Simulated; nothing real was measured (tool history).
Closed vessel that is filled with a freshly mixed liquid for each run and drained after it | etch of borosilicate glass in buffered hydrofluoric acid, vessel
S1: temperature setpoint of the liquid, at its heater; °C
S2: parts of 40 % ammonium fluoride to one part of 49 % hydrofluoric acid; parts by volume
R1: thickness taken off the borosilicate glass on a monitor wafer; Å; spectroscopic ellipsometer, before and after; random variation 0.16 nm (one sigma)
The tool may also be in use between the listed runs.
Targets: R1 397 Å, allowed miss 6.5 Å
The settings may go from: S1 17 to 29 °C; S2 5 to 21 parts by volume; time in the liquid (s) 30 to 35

Run 1, hour 0: S1 21 °C, S2 13 parts by volume, time in the liquid (s) 35. Result: R1 274.74 Å.
Run 2, hour 7.3: S1 21 °C, S2 11.5 parts by volume, time in the liquid (s) 35. Result: R1 312.84 Å.
Run 3, hour 8.9: S1 21 °C, S2 11.5 parts by volume, time in the liquid (s) 30. Result: R1 268.5 Å.
Run 4, hour 17: S1 23 °C, S2 11.5 parts by volume, time in the liquid (s) 30. Result: R1 297.97 Å.
Run 5, hour 20.7: S1 24.5 °C, S2 11.5 parts by volume, time in the liquid (s) 30. Result: R1 320.57 Å.
Run 6, hour 28.4: S1 23 °C, S2 11.5 parts by volume, time in the liquid (s) 30. Result: R1 299.08 Å.
Run 7, hour 29.7: S1 24.5 °C, S2 11.5 parts by volume, time in the liquid (s) 30. Result: R1 322.42 Å.
Run 8, hour 30.9: S1 25.5 °C, S2 11.5 parts by volume, time in the liquid (s) 30. Result: R1 343.45 Å.
Run 9, hour 35.2: S1 26 °C, S2 11.5 parts by volume, time in the liquid (s) 30. Result: R1 350.18 Å.
Run 10, hour 40.6: S1 26.5 °C, S2 11.5 parts by volume, time in the liquid (s) 30. Result: R1 358.38 Å.
Run 11, hour 49.4: S1 29 °C, S2 11.5 parts by volume, time in the liquid (s) 30. Result: R1 411.08 Å.

4 next moves are on the table. One of them brings every result within its allowed miss. Which?
Run A, hour 58.2: S1 28 °C, S2 12.5 parts by volume, time in the liquid (s) 35. Result: R1 ?.
Run B, hour 58.2: S1 28.5 °C, S2 11 parts by volume, time in the liquid (s) 30. Result: R1 ?.
Run C, hour 58.2: S1 28.5 °C, S2 12 parts by volume, time in the liquid (s) 30. Result: R1 ?.
Run D, hour 58.2: S1 28.5 °C, S2 11.5 parts by volume, time in the liquid (s) 30. Result: R1 ?.

move      R1
   A  414.17
   B   413.3
   C  379.36
   D   395.6
A: further off than the last run
B: further off than the last run
C: takes the result that was furthest off past its target
D: meets every target
The right move is D.

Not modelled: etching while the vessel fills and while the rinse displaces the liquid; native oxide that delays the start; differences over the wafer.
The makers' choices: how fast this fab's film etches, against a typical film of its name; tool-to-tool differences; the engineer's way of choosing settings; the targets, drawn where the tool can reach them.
